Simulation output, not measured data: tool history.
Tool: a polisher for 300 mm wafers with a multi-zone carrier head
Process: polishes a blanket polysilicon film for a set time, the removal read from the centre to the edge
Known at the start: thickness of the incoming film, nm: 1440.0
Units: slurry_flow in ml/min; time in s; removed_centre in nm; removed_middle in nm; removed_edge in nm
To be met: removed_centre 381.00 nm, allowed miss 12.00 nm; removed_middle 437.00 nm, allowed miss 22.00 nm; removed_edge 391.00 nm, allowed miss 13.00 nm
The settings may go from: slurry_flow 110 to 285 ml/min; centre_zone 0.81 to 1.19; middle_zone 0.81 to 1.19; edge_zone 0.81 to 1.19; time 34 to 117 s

run  hour  slurry_flow  centre_zone  middle_zone  edge_zone  time  removed_centre  removed_middle  removed_edge
  1   0.0          180         1.00         1.00       1.00    75          488.64          499.76        493.24
  2   6.7          175         0.98         1.01       0.96    72          452.55          485.33        468.23
  3  13.0          175         0.98         0.94       0.96    72          458.88          452.61        456.60
  4  16.5          200         0.98         0.94       0.96    72          465.50          454.79        478.15
  5  24.6          180         0.96         0.95       0.93    71          439.92          451.69        451.18
  6  29.2          180         0.96         0.95       0.88    71          435.90          449.17        438.87
  7  36.3          165         0.95         0.96       0.86    71          435.57          448.71        440.83
  8  44.4          160         0.95         0.99       0.85    69          416.13          448.72        415.59
  9  50.1          155         0.94         0.99       0.84    69          415.11          421.53        400.35
 10  55.5          160         0.91         1.02       0.84    69          395.32          448.45        407.83
 11  56.8          155         0.91         1.02       0.83    69          392.06          437.14        404.17

5 next moves are on the table. One of them brings every result within its allowed miss. Which?
  A  58.1          155         0.97         0.97       0.85    67               ?               ?             ?
  B  58.1          170         0.95         1.01       0.86    68               ?               ?             ?
  C  58.1          130         0.94         1.08       0.88    67               ?               ?             ?
  D  58.1          150         1.03         1.11       0.81    65               ?               ?             ?
  E  58.1          175         0.95         1.02       0.85    66               ?               ?             ?

move  removed_centre  removed_middle  removed_edge
   A          416.88          409.29        394.06
   B          423.01          436.32        407.16
   C          385.88          426.91        388.37
   D          426.66          437.49        371.77
   E          413.06          428.99        394.59
A: brings the result that was furthest off to its target, and leaves another outside
B: further off than the last run
C: meets every target
D: takes the result that was furthest off past its target
E: brings the result that was furthest off to its target, and leaves another outside
Move C is the one to make.
